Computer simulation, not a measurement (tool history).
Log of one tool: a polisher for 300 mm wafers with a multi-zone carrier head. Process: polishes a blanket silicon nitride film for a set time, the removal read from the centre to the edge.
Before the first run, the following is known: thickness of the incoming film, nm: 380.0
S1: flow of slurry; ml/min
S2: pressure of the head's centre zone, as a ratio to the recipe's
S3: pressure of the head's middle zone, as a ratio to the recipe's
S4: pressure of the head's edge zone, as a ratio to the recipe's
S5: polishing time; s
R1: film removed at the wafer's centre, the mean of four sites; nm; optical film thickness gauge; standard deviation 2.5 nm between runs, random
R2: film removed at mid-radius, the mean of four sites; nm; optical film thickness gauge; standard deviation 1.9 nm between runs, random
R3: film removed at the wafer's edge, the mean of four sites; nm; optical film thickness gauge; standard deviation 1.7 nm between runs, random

Run 1, hour 0: S1 275 ml/min, S2 1, S3 1, S4 1, S5 82 s. Result: R1 147.62 nm, R2 156.09 nm, R3 155.05 nm.
Run 2, hour 7.6: S1 275 ml/min, S2 0.98, S3 0.99, S4 1.04, S5 87 s. Result: R1 150.81 nm, R2 165.99 nm, R3 167.81 nm.
Run 3, hour 11.9: S1 275 ml/min, S2 0.98, S3 0.99, S4 1.04, S5 106 s. Result: R1 183.91 nm, R2 195.86 nm, R3 203.02 nm.
Run 4, hour 17.1: S1 275 ml/min, S2 0.97, S3 0.98, S4 1.07, S5 107 s. Result: R1 180.8 nm, R2 197.39 nm, R3 208.15 nm.
Run 5, hour 22.4: S1 275 ml/min, S2 1.05, S3 0.98, S4 1.07, S5 107 s. Result: R1 195.38 nm, R2 201.07 nm, R3 206.81 nm.
At hour 25.8: centre zone pressure recalibrated.
Run 6, hour 25.8: S1 275 ml/min, S2 1.1, S3 0.98, S4 1.07, S5 107 s. Result: R1 216.99 nm, R2 198.52 nm, R3 206.81 nm.
Run 7, hour 27.3: S1 270 ml/min, S2 1.07, S3 0.96, S4 1.09, S5 108 s. Result: R1 208.73 nm, R2 193.81 nm, R3 212.26 nm.
Run 8, hour 34.2: S1 270 ml/min, S2 1.04, S3 0.96, S4 1.1, S5 108 s. Result: R1 209.76 nm, R2 195.88 nm, R3 214.55 nm.
Run 9, hour 39.2: S1 195 ml/min, S2 0.94, S3 0.94, S4 1.19, S5 107 s. Result: R1 171.72 nm, R2 180.15 nm, R3 212.74 nm.
Run 10, hour 41.6: S1 195 ml/min, S2 0.94, S3 0.94, S4 1.19, S5 107 s. Result: R1 174.44 nm, R2 181.87 nm, R3 212.22 nm.

For run 11, what comes out?
Run 11, hour 45: S1 205 ml/min, S2 0.94, S3 0.94, S4 1.19, S5 108 s. Result: R1 ?, R2 ?, R3 ?.

R1: 181.34 nm
R2: 185.64 nm
R3: 218.16 nm

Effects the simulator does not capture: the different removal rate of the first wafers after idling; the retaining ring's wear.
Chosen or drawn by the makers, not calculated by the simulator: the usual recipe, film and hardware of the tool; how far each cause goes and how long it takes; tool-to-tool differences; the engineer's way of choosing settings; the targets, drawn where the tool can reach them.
